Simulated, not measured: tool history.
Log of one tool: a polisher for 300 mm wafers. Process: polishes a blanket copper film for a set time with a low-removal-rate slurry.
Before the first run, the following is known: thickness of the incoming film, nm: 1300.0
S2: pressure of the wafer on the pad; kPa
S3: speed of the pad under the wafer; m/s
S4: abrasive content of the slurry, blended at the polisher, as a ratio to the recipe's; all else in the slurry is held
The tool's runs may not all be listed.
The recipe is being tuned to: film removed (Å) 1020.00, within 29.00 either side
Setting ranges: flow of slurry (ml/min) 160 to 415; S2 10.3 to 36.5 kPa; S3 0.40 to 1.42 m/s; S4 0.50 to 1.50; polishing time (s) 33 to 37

Run 1, day 0.000: flow of slurry (ml/min) 265, S2 23.4 kPa, S3 0.90 m/s, S4 1.00, polishing time (s) 37. Result: film removed (Å) 1300.00.
Run 2, day 0.329: flow of slurry (ml/min) 265, S2 22.8 kPa, S3 0.90 m/s, S4 1.00, polishing time (s) 37. Result: film removed (Å) 1254.00.
Run 3, day 0.688: flow of slurry (ml/min) 265, S2 22.1 kPa, S3 0.90 m/s, S4 1.00, polishing time (s) 37. Result: film removed (Å) 1215.80.
Run 4, day 1.038: flow of slurry (ml/min) 265, S2 21.4 kPa, S3 0.90 m/s, S4 1.00, polishing time (s) 37. Result: film removed (Å) 1193.00.
Run 5, day 1.329: flow of slurry (ml/min) 265, S2 20.7 kPa, S3 0.90 m/s, S4 1.00, polishing time (s) 37. Result: film removed (Å) 1158.50.
Run 6, day 1.429: flow of slurry (ml/min) 265, S2 20.7 kPa, S3 0.90 m/s, S4 1.15, polishing time (s) 37. Result: film removed (Å) 1184.70.
Run 7, day 1.529: flow of slurry (ml/min) 255, S2 16.5 kPa, S3 0.90 m/s, S4 1.15, polishing time (s) 37. Result: film removed (Å) 956.71.
Run 8, day 1.775: flow of slurry (ml/min) 260, S2 16.5 kPa, S3 0.90 m/s, S4 1.15, polishing time (s) 37. Result: film removed (Å) 955.81.
Run 9, day 1.925: flow of slurry (ml/min) 265, S2 16.5 kPa, S3 0.90 m/s, S4 1.15, polishing time (s) 37. Result: film removed (Å) 950.42.
Run 10, day 2.075: flow of slurry (ml/min) 265, S2 17.2 kPa, S3 0.90 m/s, S4 1.15, polishing time (s) 37. Result: film removed (Å) 981.67.

Which single option among these 4 for the next run brings every result within its allowed miss of target? Just one does.
Run A, day 2.225: flow of slurry (ml/min) 285, S2 16.5 kPa, S3 0.98 m/s, S4 1.15, polishing time (s) 37. Result: film removed (Å) ?.
Run B, day 2.225: flow of slurry (ml/min) 195, S2 20.0 kPa, S3 0.74 m/s, S4 1.20, polishing time (s) 36. Result: film removed (Å) ?.
Run C, day 2.225: flow of slurry (ml/min) 260, S2 19.3 kPa, S3 0.80 m/s, S4 1.20, polishing time (s) 35. Result: film removed (Å) ?.
Run D, day 2.225: flow of slurry (ml/min) 280, S2 18.6 kPa, S3 0.94 m/s, S4 1.20, polishing time (s) 37. Result: film removed (Å) ?.

move  film removed (Å)
   A           1028.50
   B            915.41
   C            952.14
   D           1118.80
A: in spec on every target
B: moves away from the targets compared with the last run
C: moves away from the targets compared with the last run
D: takes the biggest miss from the last run beyond its target
A meets every target.

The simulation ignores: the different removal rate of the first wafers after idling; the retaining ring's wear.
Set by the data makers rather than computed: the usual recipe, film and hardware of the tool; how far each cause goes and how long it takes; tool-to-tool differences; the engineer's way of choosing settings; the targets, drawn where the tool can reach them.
